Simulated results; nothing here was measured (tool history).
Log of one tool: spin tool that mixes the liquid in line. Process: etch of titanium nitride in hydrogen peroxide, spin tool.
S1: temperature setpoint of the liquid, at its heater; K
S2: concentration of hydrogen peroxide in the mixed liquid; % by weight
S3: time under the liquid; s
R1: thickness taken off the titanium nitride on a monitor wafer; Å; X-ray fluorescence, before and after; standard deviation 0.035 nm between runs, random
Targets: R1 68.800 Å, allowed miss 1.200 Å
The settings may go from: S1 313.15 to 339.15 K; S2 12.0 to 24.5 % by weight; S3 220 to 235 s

| run | hour | S1 | S2 | S3 | R1 |
|---|---|---|---|---|---|
| 1 | 0.0 | 329.15 | 16.5 | 220 | 119.130 |
| 2 | 5.2 | 327.15 | 16.5 | 220 | 102.340 |
| 3 | 10.5 | 325.65 | 16.5 | 220 | 92.687 |
| 4 | 16.9 | 324.65 | 16.5 | 220 | 85.762 |
| 5 | 20.2 | 324.65 | 14.0 | 220 | 82.468 |
| 6 | 25.2 | 318.15 | 14.0 | 220 | 51.732 |
| 7 | 32.3 | 319.15 | 14.0 | 220 | 55.382 |
| 8 | 39.6 | 319.65 | 14.0 | 220 | 57.587 |
| 9 | 47.5 | 322.65 | 14.0 | 220 | 71.611 |

Exactly one of the 4 candidate moves below puts every result within its allowed miss. Which one?
| A | 55.4 | 322.15 | 12.0 | 220 | ? |
| B | 55.4 | 321.15 | 17.0 | 235 | ? |
| C | 55.4 | 321.65 | 15.0 | 225 | ? |
| D | 55.4 | 322.65 | 13.0 | 220 | ? |

| move | R1 |
|---|---|
| A | 66.946 |
| B | 71.519 |
| C | 69.173 |
| D | 70.587 |
A: pushes the last run's worst result past its target
B: no nearer and no further than the last run
C: hits every target within its allowed miss
D: better than the last run, though not everything is in spec
Go with C: it meets all targets.
